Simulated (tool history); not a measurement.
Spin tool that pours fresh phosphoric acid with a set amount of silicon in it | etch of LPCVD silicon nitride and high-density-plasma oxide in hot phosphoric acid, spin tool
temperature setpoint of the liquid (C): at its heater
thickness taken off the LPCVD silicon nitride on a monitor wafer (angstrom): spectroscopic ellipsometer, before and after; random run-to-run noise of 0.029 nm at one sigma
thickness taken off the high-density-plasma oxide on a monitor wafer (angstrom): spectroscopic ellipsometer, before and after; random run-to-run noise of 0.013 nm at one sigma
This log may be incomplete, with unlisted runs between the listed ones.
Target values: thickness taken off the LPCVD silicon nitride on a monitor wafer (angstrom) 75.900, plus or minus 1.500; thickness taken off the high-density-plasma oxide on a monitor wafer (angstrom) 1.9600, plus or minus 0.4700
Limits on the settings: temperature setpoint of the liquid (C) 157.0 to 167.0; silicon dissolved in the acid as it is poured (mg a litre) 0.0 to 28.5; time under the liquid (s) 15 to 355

run,hour,temperature setpoint of the liquid (C),silicon dissolved in the acid as it is poured (mg a litre),time under the liquid (s),thickness taken off the LPCVD silicon nitride on a monitor wafer (angstrom),thickness taken off the high-density-plasma oxide on a monitor wafer (angstrom)
1,0.0,162.0,12.5,180,168.910,6.0743
2,7.7,163.0,12.5,180,176.090,6.0097
3,12.6,161.0,12.5,180,162.990,6.1953
4,18.0,160.5,16.5,150,134.600,4.8846
5,23.8,160.5,19.5,150,133.490,4.0822
6,30.9,161.5,19.5,150,137.590,3.7519
7,36.0,160.5,21.5,130,115.690,3.7861
8,42.8,160.5,23.5,115,102.580,2.3336
9,44.5,159.5,24.0,105,90.068,2.3994
10,51.8,159.0,25.0,105,89.316,2.0623

Which single option among these 5 for the next run brings every result within its allowed miss of target? Just one does.
A,59.1,159.0,0.5,90,?,?
B,59.1,159.5,23.0,85,?,?
C,59.1,157.0,19.5,95,?,?
D,59.1,157.5,18.5,90,?,?
E,59.1,159.0,0.0,85,?,?

move,thickness taken off the LPCVD silicon nitride on a monitor wafer (angstrom),thickness taken off the high-density-plasma oxide on a monitor wafer (angstrom)
A,76.476,3.2188
B,73.455,1.8526
C,75.434,1.9057
D,72.689,1.9272
E,72.228,3.0679
A: the worst result of the last run now meets its target, but another is out of spec
B: carries the result that was furthest off beyond its target, to the other side
C: every result within its allowed miss
D: carries the result that was furthest off beyond its target, to the other side
E: carries the result that was furthest off beyond its target, to the other side
Go with C: it meets all targets.
